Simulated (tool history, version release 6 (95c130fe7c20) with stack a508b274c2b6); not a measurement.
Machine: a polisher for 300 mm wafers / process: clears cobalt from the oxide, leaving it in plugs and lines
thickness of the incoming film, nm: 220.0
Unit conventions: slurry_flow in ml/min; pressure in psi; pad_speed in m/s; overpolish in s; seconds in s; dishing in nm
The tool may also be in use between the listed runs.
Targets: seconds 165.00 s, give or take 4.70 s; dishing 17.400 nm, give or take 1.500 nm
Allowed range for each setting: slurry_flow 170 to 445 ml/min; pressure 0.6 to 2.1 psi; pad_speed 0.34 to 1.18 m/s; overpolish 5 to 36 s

| run | day | slurry_flow | pressure | pad_speed | overpolish | seconds | dishing |
|---|---|---|---|---|---|---|---|
| 1 | 0.000 | 285 | 1.3 | 0.76 | 18 | 108.92 | 26.837 |
| 2 | 0.146 | 285 | 1.1 | 0.76 | 17 | 124.23 | 23.273 |
| 3 | 0.350 | 225 | 1.1 | 0.76 | 17 | 127.97 | 22.843 |
| 4 | 0.554 | 225 | 1.0 | 0.76 | 16 | 135.50 | 20.015 |
| 5 | 0.812 | 265 | 1.0 | 0.76 | 16 | 133.92 | 20.959 |
| 6 | 0.838 | 265 | 0.9 | 0.76 | 16 | 144.10 | 20.222 |
| 7 | 0.988 | 260 | 0.8 | 0.76 | 16 | 157.59 | 17.131 |
| 8 | 1.008 | 260 | 0.8 | 0.76 | 17 | 158.56 | 18.715 |
| 9 | 1.329 | 255 | 0.7 | 0.76 | 16 | 171.99 | 17.588 |
| 10 | 1.529 | 260 | 0.7 | 0.76 | 15 | 175.14 | 15.300 |
| 11 | 1.783 | 260 | 0.7 | 0.76 | 16 | 172.42 | 16.868 |
| 12 | 2.004 | 260 | 0.8 | 0.76 | 16 | 159.80 | 18.317 |
| 13 | 2.333 | 260 | 0.8 | 0.76 | 15 | 159.13 | 17.155 |
| 14 | 2.567 | 260 | 0.8 | 0.76 | 16 | 158.44 | 18.396 |
| 15 | 2.904 | 260 | 0.7 | 0.76 | 16 | 175.62 | 15.820 |
| 16 | 3.225 | 260 | 0.8 | 0.76 | 17 | 157.76 | 18.599 |
| 17 | 3.400 | 260 | 0.7 | 0.76 | 16 | 174.02 | 15.919 |
| 18 | 3.675 | 260 | 0.7 | 0.76 | 17 | 174.14 | 17.095 |
| 19 | 4.004 | 260 | 0.7 | 0.76 | 17 | 176.80 | 17.418 |
| 20 | 4.083 | 260 | 0.7 | 0.76 | 16 | 173.36 | 16.554 |
| 21 | 4.358 | 260 | 0.8 | 0.76 | 16 | 161.32 | 17.550 |

Below are 4 possible settings for the next run. Only one of them brings all results inside the allowed miss of their targets. Which is it?
| A | 4.633 | 265 | 0.9 | 0.70 | 16 | ? | ? |
| B | 4.633 | 350 | 0.7 | 0.80 | 16 | ? | ? |
| C | 4.633 | 325 | 0.8 | 0.78 | 18 | ? | ? |
| D | 4.633 | 260 | 0.8 | 0.78 | 16 | ? | ? |

| move | seconds | dishing |
|---|---|---|
| A | 156.84 | 18.190 |
| B | 163.49 | 17.566 |
| C | 153.01 | 20.499 |
| D | 155.47 | 18.326 |
A: its largest miss is bigger than the last run's
B: in spec on every target
C: its largest miss is bigger than the last run's
D: its largest miss is bigger than the last run's
So the answer is move B, the one that meets all the targets.
